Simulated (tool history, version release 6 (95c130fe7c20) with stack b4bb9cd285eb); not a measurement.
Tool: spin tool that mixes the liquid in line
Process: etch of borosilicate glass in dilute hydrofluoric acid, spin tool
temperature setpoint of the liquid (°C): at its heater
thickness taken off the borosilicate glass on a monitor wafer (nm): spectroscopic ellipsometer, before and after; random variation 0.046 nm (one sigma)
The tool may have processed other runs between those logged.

run,hour,temperature setpoint of the liquid (°C),parts of water to one part of 49 % hydrofluoric acid (parts by volume),time under the liquid (s),thickness taken off the borosilicate glass on a monitor wafer (nm)
1,0.0,24.0,260,265,16.865
2,4.0,25.5,260,265,17.856
3,10.7,24.0,260,265,16.909
4,12.6,24.0,260,265,17.123
5,18.2,24.0,260,285,18.100
6,24.5,21.5,260,285,16.696
7,27.7,21.0,275,285,15.199
8,34.3,20.5,290,285,13.921
9,39.7,20.0,300,285,13.105
10,46.2,20.0,300,285,13.166

Run 11, settings as shown, results not yet in. Your forecast:
11,50.1,19.5,310,285,?

{"run 11": {"thickness taken off the borosilicate glass on a monitor wafer (nm)": 12.444}}
